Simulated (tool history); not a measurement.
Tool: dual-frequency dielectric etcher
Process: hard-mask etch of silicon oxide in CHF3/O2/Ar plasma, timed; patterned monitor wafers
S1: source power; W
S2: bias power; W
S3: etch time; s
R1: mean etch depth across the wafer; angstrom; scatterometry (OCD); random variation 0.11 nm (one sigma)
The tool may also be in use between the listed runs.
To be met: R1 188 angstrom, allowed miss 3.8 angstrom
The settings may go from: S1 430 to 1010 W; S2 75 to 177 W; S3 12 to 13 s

run,hour,S1,S2,S3,R1
1,0,720,126,13,233.52
2,4.4,780,126,13,243.93
3,9.7,780,110,13,237.95
4,11.3,780,120,13,241.65
5,12.7,690,115,13,224.13
6,15.4,690,129,13,229.53
7,16.1,630,126,13,214.41
8,24.3,590,125,13,210.32
9,30.4,450,105,12.5,164.31
10,33.8,450,105,12.5,163.95
11,40.4,590,115,12.5,197.81
12,42.6,580,115,12.5,195.81
13,48.1,570,115,12.5,192.62

4 next moves are on the table. One of them brings every result within its allowed miss. Which?
A,53.6,590,115,12.5,?
B,53.6,550,104,13,?
C,53.6,510,113,13,?
D,53.6,520,158,12.5,?

move,R1
A,196.93
B,192.6
C,186.67
D,195.24
A: further off than the last run
B: as far off as the last run
C: meets every target
D: further off than the last run
The right move is C.
